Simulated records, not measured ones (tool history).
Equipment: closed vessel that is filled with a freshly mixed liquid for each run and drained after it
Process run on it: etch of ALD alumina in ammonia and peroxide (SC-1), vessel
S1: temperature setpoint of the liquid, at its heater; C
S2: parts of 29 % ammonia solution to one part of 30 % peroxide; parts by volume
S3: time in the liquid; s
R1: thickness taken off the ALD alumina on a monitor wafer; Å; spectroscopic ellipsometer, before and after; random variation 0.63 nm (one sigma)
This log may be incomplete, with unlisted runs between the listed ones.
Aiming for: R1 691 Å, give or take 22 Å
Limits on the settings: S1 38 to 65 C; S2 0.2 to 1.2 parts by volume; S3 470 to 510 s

Run 1, day 0: S1 49 C, S2 0.8 parts by volume, S3 470 s. Result: R1 461.74 Å.
Run 2, day 0.15: S1 45.5 C, S2 0.8 parts by volume, S3 470 s. Result: R1 383.42 Å.
Run 3, day 0.379: S1 49 C, S2 0.8 parts by volume, S3 470 s. Result: R1 463.98 Å.
Run 4, day 0.438: S1 50 C, S2 0.8 parts by volume, S3 470 s. Result: R1 492.39 Å.
Run 5, day 0.521: S1 51 C, S2 0.8 parts by volume, S3 470 s. Result: R1 522.63 Å.
At day 0.608: new drum of ammonia solution connected.
Run 6, day 0.608: S1 52 C, S2 0.8 parts by volume, S3 470 s. Result: R1 551.62 Å.
Run 7, day 0.746: S1 52.5 C, S2 0.8 parts by volume, S3 470 s. Result: R1 562.03 Å.
Run 8, day 1.104: S1 53 C, S2 0.8 parts by volume, S3 470 s. Result: R1 583.2 Å.

Exercise: of the 4 proposed moves below, exactly one satisfies all targets within the stated allowed misses. Which move is it?
Run A, day 1.462: S1 50.5 C, S2 0.6 parts by volume, S3 510 s. Result: R1 ?.
Run B, day 1.462: S1 54.5 C, S2 0.8 parts by volume, S3 510 s. Result: R1 ?.
Run C, day 1.462: S1 50.5 C, S2 0.8 parts by volume, S3 510 s. Result: R1 ?.
Run D, day 1.462: S1 52.5 C, S2 0.6 parts by volume, S3 470 s. Result: R1 ?.

move      R1
   A   526.8
   B  672.07
   C  541.41
   D  541.32
A: moves away from the targets compared with the last run
B: every result lands within tolerance
C: moves away from the targets compared with the last run
D: moves away from the targets compared with the last run
Move B is the one to make.
